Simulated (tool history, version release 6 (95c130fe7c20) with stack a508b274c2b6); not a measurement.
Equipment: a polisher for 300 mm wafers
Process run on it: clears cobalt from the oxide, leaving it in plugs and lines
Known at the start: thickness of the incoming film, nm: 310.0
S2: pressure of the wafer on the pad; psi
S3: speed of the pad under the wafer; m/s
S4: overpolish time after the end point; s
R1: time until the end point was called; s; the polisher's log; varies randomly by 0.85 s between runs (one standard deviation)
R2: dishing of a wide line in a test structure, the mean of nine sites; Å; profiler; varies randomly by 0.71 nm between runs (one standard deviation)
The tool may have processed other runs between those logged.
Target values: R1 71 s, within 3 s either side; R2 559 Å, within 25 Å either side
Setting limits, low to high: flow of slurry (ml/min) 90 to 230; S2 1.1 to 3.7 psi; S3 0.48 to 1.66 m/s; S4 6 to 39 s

{"run": 1, "hour": 0.0, "flow of slurry (ml/min)": 150, "S2": 2.4, "S3": 1.06, "S4": 20, "R1": 46.289, "R2": 670.34}
{"run": 2, "hour": 2.0, "flow of slurry (ml/min)": 150, "S2": 2.2, "S3": 1.06, "S4": 19, "R1": 49.76, "R2": 622.14}
{"run": 3, "hour": 6.1, "flow of slurry (ml/min)": 130, "S2": 2.2, "S3": 1.06, "S4": 19, "R1": 50.91, "R2": 625.95}
{"run": 4, "hour": 8.4, "flow of slurry (ml/min)": 130, "S2": 2.7, "S3": 1.06, "S4": 19, "R1": 44.232, "R2": 638.69}
{"run": 5, "hour": 11.6, "flow of slurry (ml/min)": 130, "S2": 2.7, "S3": 1.06, "S4": 27, "R1": 44.818, "R2": 716.67}
{"run": 6, "hour": 19.8, "flow of slurry (ml/min)": 125, "S2": 2.5, "S3": 1.06, "S4": 26, "R1": 46.345, "R2": 695.38}
{"hour": 27.2, "done": "head pressure recalibrated"}
{"run": 7, "hour": 27.2, "flow of slurry (ml/min)": 125, "S2": 2.3, "S3": 1.04, "S4": 25, "R1": 47.644, "R2": 701.26}
{"run": 8, "hour": 33.0, "flow of slurry (ml/min)": 125, "S2": 2.2, "S3": 0.98, "S4": 23, "R1": 52.661, "R2": 651.97}
{"run": 9, "hour": 38.5, "flow of slurry (ml/min)": 125, "S2": 2.1, "S3": 0.96, "S4": 22, "R1": 55.619, "R2": 630.85}
{"run": 10, "hour": 44.9, "flow of slurry (ml/min)": 125, "S2": 2, "S3": 0.96, "S4": 21, "R1": 58.264, "R2": 614.81}
{"run": 11, "hour": 52.7, "flow of slurry (ml/min)": 120, "S2": 1.5, "S3": 0.94, "S4": 18, "R1": 71.524, "R2": 516.81}
{"run": 12, "hour": 58.7, "flow of slurry (ml/min)": 120, "S2": 1.5, "S3": 0.94, "S4": 19, "R1": 71.505, "R2": 523.05}

Which of these 4 next moves meets every target?
{"run": "A", "hour": 64.7, "flow of slurry (ml/min)": 100, "S2": 1.7, "S3": 0.92, "S4": 16, "R1": "?", "R2": "?"}
{"run": "B", "hour": 64.7, "flow of slurry (ml/min)": 110, "S2": 1.7, "S3": 0.9, "S4": 15, "R1": "?", "R2": "?"}
{"run": "C", "hour": 64.7, "flow of slurry (ml/min)": 110, "S2": 1.7, "S3": 0.9, "S4": 20, "R1": "?", "R2": "?"}
{"run": "D", "hour": 64.7, "flow of slurry (ml/min)": 110, "S2": 1.5, "S3": 0.92, "S4": 17, "R1": "?", "R2": "?"}

move=A R1=70.075 R2=492.15
move=B R1=69.662 R2=475.46
move=C R1=69.662 R2=557.15
move=D R1=73.707 R2=495.34
A: the biggest miss grows against the last run
B: the biggest miss grows against the last run
C: hits every target within its allowed miss
D: the biggest miss grows against the last run
Answer: C
